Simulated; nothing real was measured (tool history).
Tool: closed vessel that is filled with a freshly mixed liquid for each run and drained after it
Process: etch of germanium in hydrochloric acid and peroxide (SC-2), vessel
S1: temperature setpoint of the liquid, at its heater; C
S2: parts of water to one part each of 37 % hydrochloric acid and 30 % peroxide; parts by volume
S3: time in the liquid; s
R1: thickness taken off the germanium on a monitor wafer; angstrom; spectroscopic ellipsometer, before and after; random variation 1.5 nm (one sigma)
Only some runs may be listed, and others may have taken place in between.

{"run": 1, "hour": 0.0, "S1": 62, "S2": 5.5, "S3": 90, "R1": 1914.9}
{"run": 2, "hour": 8.4, "S1": 60, "S2": 5.5, "S3": 90, "R1": 1793.3}
{"run": 3, "hour": 11.7, "S1": 57.5, "S2": 5.5, "S3": 90, "R1": 1681.3}
{"run": 4, "hour": 17.9, "S1": 56.5, "S2": 5.5, "S3": 90, "R1": 1610.9}
{"run": 5, "hour": 24.6, "S1": 56.5, "S2": 4.5, "S3": 90, "R1": 1647.2}
{"run": 6, "hour": 32.8, "S1": 56, "S2": 4.5, "S3": 90, "R1": 1607.4}

Run 7, settings as shown, results not yet in. Your forecast:
{"run": 7, "hour": 39.2, "S1": 55.5, "S2": 4.5, "S3": 90, "R1": "?"}

R1: 1583.4 angstrom

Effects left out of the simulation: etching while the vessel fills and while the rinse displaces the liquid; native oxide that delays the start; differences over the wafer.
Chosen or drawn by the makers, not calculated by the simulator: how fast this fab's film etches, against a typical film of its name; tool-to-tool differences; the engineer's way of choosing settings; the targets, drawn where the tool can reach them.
